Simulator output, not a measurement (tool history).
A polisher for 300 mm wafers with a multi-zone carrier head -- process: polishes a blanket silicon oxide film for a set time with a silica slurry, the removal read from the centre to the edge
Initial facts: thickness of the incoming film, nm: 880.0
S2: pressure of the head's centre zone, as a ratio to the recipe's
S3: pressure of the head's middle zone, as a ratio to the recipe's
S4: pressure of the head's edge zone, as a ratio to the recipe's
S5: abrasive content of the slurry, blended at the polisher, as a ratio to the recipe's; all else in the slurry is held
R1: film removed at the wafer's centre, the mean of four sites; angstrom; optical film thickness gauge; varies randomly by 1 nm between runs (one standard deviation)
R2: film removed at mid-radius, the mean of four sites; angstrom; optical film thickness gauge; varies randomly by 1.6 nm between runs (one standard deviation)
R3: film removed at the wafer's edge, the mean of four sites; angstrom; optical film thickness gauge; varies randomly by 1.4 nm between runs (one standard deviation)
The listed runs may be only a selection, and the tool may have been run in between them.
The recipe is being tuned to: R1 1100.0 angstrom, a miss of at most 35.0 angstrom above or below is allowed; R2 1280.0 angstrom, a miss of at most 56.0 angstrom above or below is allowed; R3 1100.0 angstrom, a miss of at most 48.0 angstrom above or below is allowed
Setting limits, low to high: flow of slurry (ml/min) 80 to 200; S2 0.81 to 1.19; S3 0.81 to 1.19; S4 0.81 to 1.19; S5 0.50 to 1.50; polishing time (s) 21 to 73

{"run": 1, "hour": 0.0, "flow of slurry (ml/min)": 130, "S2": 1.0, "S3": 1.0, "S4": 1.0, "S5": 1.0, "polishing time (s)": 47, "R1": 1232.9, "R2": 1207.2, "R3": 1237.9}
{"run": 2, "hour": 7.3, "flow of slurry (ml/min)": 125, "S2": 0.99, "S3": 1.04, "S4": 0.96, "S5": 1.0, "polishing time (s)": 47, "R1": 1201.1, "R2": 1244.4, "R3": 1214.0}
{"run": 3, "hour": 8.5, "flow of slurry (ml/min)": 120, "S2": 0.98, "S3": 1.07, "S4": 0.92, "S5": 1.0, "polishing time (s)": 47, "R1": 1197.0, "R2": 1265.8, "R3": 1145.9}
{"run": 4, "hour": 12.6, "flow of slurry (ml/min)": 115, "S2": 0.97, "S3": 1.08, "S4": 0.92, "S5": 1.0, "polishing time (s)": 47, "R1": 1176.4, "R2": 1273.0, "R3": 1179.3}
{"run": 5, "hour": 21.0, "flow of slurry (ml/min)": 110, "S2": 0.96, "S3": 1.09, "S4": 0.9, "S5": 1.0, "polishing time (s)": 47, "R1": 1142.2, "R2": 1288.1, "R3": 1167.6}
{"run": 6, "hour": 25.8, "flow of slurry (ml/min)": 110, "S2": 0.96, "S3": 1.09, "S4": 0.9, "S5": 1.0, "polishing time (s)": 43, "R1": 1068.8, "R2": 1162.7, "R3": 1037.2}
{"run": 7, "hour": 29.8, "flow of slurry (ml/min)": 115, "S2": 0.95, "S3": 1.11, "S4": 0.91, "S5": 1.0, "polishing time (s)": 43, "R1": 1031.6, "R2": 1185.0, "R3": 1058.8}
{"run": 8, "hour": 34.8, "flow of slurry (ml/min)": 120, "S2": 0.96, "S3": 1.12, "S4": 0.91, "S5": 1.0, "polishing time (s)": 43, "R1": 1090.7, "R2": 1211.9, "R3": 1065.0}
{"run": 9, "hour": 41.9, "flow of slurry (ml/min)": 120, "S2": 0.96, "S3": 1.13, "S4": 0.92, "S5": 1.0, "polishing time (s)": 43, "R1": 1064.5, "R2": 1220.7, "R3": 1068.7}

Which single option among these 4 for the next run brings every result within its allowed miss of target? Just one does.
{"run": "A", "hour": 49.0, "flow of slurry (ml/min)": 165, "S2": 1.09, "S3": 1.06, "S4": 1.12, "S5": 1.05, "polishing time (s)": 41, "R1": "?", "R2": "?", "R3": "?"}
{"run": "B", "hour": 49.0, "flow of slurry (ml/min)": 120, "S2": 0.91, "S3": 1.09, "S4": 0.94, "S5": 0.9, "polishing time (s)": 49, "R1": "?", "R2": "?", "R3": "?"}
{"run": "C", "hour": 49.0, "flow of slurry (ml/min)": 80, "S2": 0.94, "S3": 1.13, "S4": 0.85, "S5": 1.05, "polishing time (s)": 47, "R1": "?", "R2": "?", "R3": "?"}
{"run": "D", "hour": 49.0, "flow of slurry (ml/min)": 115, "S2": 0.98, "S3": 1.04, "S4": 1.0, "S5": 1.0, "polishing time (s)": 42, "R1": "?", "R2": "?", "R3": "?"}

move=A R1=1216.4 R2=1183.2 R3=1193.8
move=B R1=1104.4 R2=1287.1 R3=1178.5
move=C R1=1078.6 R2=1275.7 R3=1104.8
move=D R1=1048.1 R2=1105.3 R3=1088.2
A: its largest miss is bigger than the last run's
B: the furthest-off result lands on target, but another misses its tolerance
C: each result inside its tolerance
D: its largest miss is bigger than the last run's
Answer: C
